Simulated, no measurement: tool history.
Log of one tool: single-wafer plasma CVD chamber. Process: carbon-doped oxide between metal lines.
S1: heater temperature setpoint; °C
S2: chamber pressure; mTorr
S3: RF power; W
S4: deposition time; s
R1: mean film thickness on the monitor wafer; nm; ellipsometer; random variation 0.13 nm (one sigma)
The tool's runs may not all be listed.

run  hour   S1    S2   S3   S4      R1
  1   0.0  345  6300  555  8.1  45.172
  2   5.8  353  6300  555  8.1  43.939
  3   8.1  357  5970  550  8.1  43.016
  4  16.8  360  5730  545  8.1  42.576
  5  20.5  360  5730  545  8.1  42.469
  6  26.0  362  5650  535  8.1  41.674
  7  27.4  363  5570  530  8.1  41.200
  8  30.4  364  5510  530  8.1  41.085

Forecast run 9:
  9  34.4  365  5450  530  8.1   ?

R1: 41.169 nm
